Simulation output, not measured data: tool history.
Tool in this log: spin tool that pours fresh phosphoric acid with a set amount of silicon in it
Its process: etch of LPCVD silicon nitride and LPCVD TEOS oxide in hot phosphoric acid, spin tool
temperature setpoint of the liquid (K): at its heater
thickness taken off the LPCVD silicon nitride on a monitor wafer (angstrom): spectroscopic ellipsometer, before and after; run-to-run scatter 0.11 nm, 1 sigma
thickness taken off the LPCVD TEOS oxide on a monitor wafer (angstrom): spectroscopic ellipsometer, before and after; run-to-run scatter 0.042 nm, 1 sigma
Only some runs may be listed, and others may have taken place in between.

run    day  temperature setpoint of the liquid (K)  silicon dissolved in the acid as it is poured (mg a litre)  time under the liquid (s)  thickness taken off the LPCVD silicon nitride on a monitor wafer (angstrom)  thickness taken off the LPCVD TEOS oxide on a monitor wafer (angstrom)
  1      0                                  435.15                                                          30                         85                                                                       81.005                                                                  0.6034
  2  0.208                                  435.65                                                        29.5                         90                                                                       87.309                                                                  1.6254
  3  0.533                                  435.65                                                        29.5                        120                                                                       118.67                                                                   1.385
  4  0.838                                  435.65                                                          30                        120                                                                       116.15                                                                  1.9263
  5  1.088                                  435.65                                                          30                        155                                                                        150.2                                                                  3.1651
  6  1.267                                  435.15                                                        30.5                        155                                                                       145.37                                                                  2.8399
  7  1.475                                  435.15                                                        31.5                        155                                                                        149.3                                                                  1.6727

Predict the results of run 8:
  8  1.533                                  434.65                                                          30                        155                                                                            ?                                                                       ?

{"run 8": {"thickness taken off the LPCVD silicon nitride on a monitor wafer (angstrom)": 144.93, "thickness taken off the LPCVD TEOS oxide on a monitor wafer (angstrom)": 3.2079}}
